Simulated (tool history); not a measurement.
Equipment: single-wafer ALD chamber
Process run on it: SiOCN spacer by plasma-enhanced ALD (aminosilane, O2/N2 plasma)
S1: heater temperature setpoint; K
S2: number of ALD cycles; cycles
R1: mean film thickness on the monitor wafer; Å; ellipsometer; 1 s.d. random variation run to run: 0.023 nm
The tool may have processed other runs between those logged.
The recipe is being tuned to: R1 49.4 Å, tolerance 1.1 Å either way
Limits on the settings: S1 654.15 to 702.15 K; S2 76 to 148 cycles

run	hour	S1	S2	R1
1	0	678.15	112	65.082
2	7.8	669.15	112	66.328
3	9.3	670.15	109	64.472
4	11.3	665.15	109	64.904
5	17.2	665.15	98	57.74
6	19.1	665.15	96	57.082
7	24.6	665.15	95	56.445
8	30.5	677.15	82	47.903

Which single option among these 5 for the next run brings every result within its allowed miss of target? Just one does.
A	36.4	673.15	79	?
B	36.4	660.15	78	?
C	36.4	664.15	78	?
D	36.4	676.15	80	?
E	36.4	689.15	87	?

move	R1
A	47.055
B	46.474
C	46.474
D	47.231
E	49.382
A: misses by more than the last run did
B: misses by more than the last run did
C: misses by more than the last run did
D: misses by more than the last run did
E: meets every target
Correct choice: E, which meets every target

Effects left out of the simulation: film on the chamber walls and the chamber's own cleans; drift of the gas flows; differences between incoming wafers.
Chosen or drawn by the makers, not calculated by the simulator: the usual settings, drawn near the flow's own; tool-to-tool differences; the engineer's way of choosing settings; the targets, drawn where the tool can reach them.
